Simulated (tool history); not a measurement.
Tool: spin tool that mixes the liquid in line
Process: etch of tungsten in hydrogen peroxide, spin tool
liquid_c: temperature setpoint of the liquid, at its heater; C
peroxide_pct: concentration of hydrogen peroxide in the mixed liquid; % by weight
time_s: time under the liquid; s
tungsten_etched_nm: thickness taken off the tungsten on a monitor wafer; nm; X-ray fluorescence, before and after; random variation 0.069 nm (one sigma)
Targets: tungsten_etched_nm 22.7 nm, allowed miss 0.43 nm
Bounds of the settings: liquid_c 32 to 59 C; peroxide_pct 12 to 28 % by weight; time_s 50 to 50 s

Run 1, day 0: liquid_c 43 C, peroxide_pct 19 % by weight, time_s 50 s. Result: tungsten_etched_nm 54.707 nm.
Run 2, day 0.292: liquid_c 43 C, peroxide_pct 21 % by weight, time_s 50 s. Result: tungsten_etched_nm 57.689 nm.
Run 3, day 0.433: liquid_c 43 C, peroxide_pct 19.5 % by weight, time_s 50 s. Result: tungsten_etched_nm 55.425 nm.
Run 4, day 0.742: liquid_c 43 C, peroxide_pct 16 % by weight, time_s 50 s. Result: tungsten_etched_nm 50.144 nm.
Run 5, day 0.996: liquid_c 42 C, peroxide_pct 15.5 % by weight, time_s 50 s. Result: tungsten_etched_nm 46.414 nm.
Run 6, day 1.296: liquid_c 41 C, peroxide_pct 15 % by weight, time_s 50 s. Result: tungsten_etched_nm 43.177 nm.
At day 1.475: thermometer replaced.
Run 7, day 1.475: liquid_c 33 C, peroxide_pct 12 % by weight, time_s 50 s. Result: tungsten_etched_nm 20.397 nm.
Run 8, day 1.5: liquid_c 34 C, peroxide_pct 12 % by weight, time_s 50 s. Result: tungsten_etched_nm 21.82 nm.

4 next moves are on the table. One of them brings every result within its allowed miss. Which?
Run A, day 1.525: liquid_c 33 C, peroxide_pct 12.5 % by weight, time_s 50 s. Result: tungsten_etched_nm ?.
Run B, day 1.525: liquid_c 32 C, peroxide_pct 13.5 % by weight, time_s 50 s. Result: tungsten_etched_nm ?.
Run C, day 1.525: liquid_c 33.5 C, peroxide_pct 12 % by weight, time_s 50 s. Result: tungsten_etched_nm ?.
Run D, day 1.525: liquid_c 33 C, peroxide_pct 15 % by weight, time_s 50 s. Result: tungsten_etched_nm ?.

move  tungsten_etched_nm
   A               20.88
   B              20.266
   C              21.165
   D              22.873
A: further off than the last run
B: further off than the last run
C: further off than the last run
D: meets every target
Answer: D
